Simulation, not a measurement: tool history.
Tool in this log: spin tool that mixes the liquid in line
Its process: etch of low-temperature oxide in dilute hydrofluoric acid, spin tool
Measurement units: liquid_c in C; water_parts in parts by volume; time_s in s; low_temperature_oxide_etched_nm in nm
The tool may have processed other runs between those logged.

| run | hour | liquid_c | water_parts | time_s | low_temperature_oxide_etched_nm |
|---|---|---|---|---|---|
| 1 | 0 | 22 | 200 | 175 | 9.5732 |
| 2 | 1.8 | 22 | 200 | 190 | 10.36 |
| 3 | 5.9 | 24 | 190 | 190 | 11.872 |
| 4 | 8.5 | 24 | 165 | 190 | 14.026 |
| 5 | 12.7 | 25.5 | 165 | 190 | 15.022 |
| 6 | 21 | 22 | 165 | 190 | 12.913 |
| 7 | 23.8 | 24 | 165 | 190 | 14.025 |

Run 8 comes next. What will it give?
| 8 | 25.3 | 25 | 165 | 190 | ? |

{"run 8": {"low_temperature_oxide_etched_nm": 14.578}}

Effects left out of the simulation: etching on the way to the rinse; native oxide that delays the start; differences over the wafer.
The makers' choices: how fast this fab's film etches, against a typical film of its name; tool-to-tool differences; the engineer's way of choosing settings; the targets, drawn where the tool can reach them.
